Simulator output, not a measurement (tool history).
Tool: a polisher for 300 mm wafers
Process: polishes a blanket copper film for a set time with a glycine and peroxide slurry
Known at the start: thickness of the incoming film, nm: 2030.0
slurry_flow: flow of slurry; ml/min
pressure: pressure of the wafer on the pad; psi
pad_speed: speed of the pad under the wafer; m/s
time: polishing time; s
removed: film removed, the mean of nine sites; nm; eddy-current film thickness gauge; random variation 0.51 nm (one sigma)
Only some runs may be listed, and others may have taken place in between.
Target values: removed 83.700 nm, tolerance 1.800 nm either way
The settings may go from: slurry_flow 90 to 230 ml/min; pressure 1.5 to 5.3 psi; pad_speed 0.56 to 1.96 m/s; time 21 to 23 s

run 1 hour=0.0 | slurry_flow=150 pressure=3.4 pad_speed=1.26 time=23 | removed=173.400
run 2 hour=2.7 | slurry_flow=140 pressure=2.8 pad_speed=1.16 time=23 | removed=135.390
run 3 hour=11.0 | slurry_flow=110 pressure=2.8 pad_speed=1.16 time=23 | removed=127.320
run 4 hour=20.0 | slurry_flow=110 pressure=3.6 pad_speed=1.16 time=23 | removed=153.580
run 5 hour=21.1 | slurry_flow=105 pressure=2.9 pad_speed=1.12 time=23 | removed=125.230
-- hour=26.8 slurry nozzle cleaned
run 6 hour=26.8 | slurry_flow=100 pressure=2.4 pad_speed=1.10 time=23 | removed=121.380
run 7 hour=29.8 | slurry_flow=100 pressure=2.1 pad_speed=0.98 time=23 | removed=102.430
run 8 hour=36.6 | slurry_flow=100 pressure=1.9 pad_speed=0.94 time=23 | removed=93.588
run 9 hour=37.5 | slurry_flow=95 pressure=1.5 pad_speed=0.94 time=23 | removed=79.087

Consider the 4 candidate settings below. Which is the only one whose results all fall within their allowed miss of target?
run A hour=38.4 | slurry_flow=90 pressure=1.5 pad_speed=1.34 time=21 | removed=?
run B hour=38.4 | slurry_flow=105 pressure=1.9 pad_speed=0.84 time=23 | removed=?
run C hour=38.4 | slurry_flow=90 pressure=1.9 pad_speed=0.78 time=23 | removed=?
run D hour=38.4 | slurry_flow=90 pressure=1.7 pad_speed=1.06 time=21 | removed=?

move=A removed=90.159
move=B removed=86.880
move=C removed=79.584
move=D removed=82.922
A: takes the result that was furthest off past its target
B: takes the result that was furthest off past its target
C: closer than the last run, but not yet in spec
D: all results in spec
Correct choice: D, which meets every target
